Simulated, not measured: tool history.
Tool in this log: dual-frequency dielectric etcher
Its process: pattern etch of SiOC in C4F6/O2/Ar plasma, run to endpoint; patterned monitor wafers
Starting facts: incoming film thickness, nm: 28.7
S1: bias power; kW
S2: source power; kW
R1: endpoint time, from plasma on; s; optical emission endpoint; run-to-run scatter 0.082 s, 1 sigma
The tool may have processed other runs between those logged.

| run | hour | S1 | S2 | R1 |
|---|---|---|---|---|
| 1 | 0 | 0.497 | 0.33 | 9.9918 |
| 2 | 2.8 | 0.497 | 0.28 | 10.655 |
| 3 | 5.5 | 0.41 | 0.28 | 12.158 |
| 4 | 10.5 | 0.41 | 0.3 | 11.689 |
| 5 | 15.5 | 0.451 | 0.3 | 10.978 |
| 6 | 22 | 0.451 | 0.33 | 10.573 |
| 7 | 26.2 | 0.413 | 0.33 | 11.023 |
| 8 | 30.4 | 0.383 | 0.33 | 11.767 |

Estimate the outcome of run 9 from the log above:
| 9 | 34.2 | 0.37 | 0.33 | ? |

R1: 11.915 s
